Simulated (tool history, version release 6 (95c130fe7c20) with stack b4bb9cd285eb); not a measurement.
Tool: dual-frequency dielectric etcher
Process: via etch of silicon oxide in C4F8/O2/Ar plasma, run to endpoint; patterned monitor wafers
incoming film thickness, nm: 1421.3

run	hour	source power (kW)	bias power (kW)	endpoint time (s)
1	0.0	2.340	1.881	286.00
2	8.0	2.180	1.881	295.17
3	8.5	2.380	1.881	283.60
4	13.7	2.510	1.897	275.26
5	15.3	2.230	1.897	293.71
6	17.1	2.230	2.198	276.88
7	25.2	2.320	2.207	273.89

The next listed run, before its measurement:
8	27.5	2.390	2.217	?

endpoint time (s): 269.60
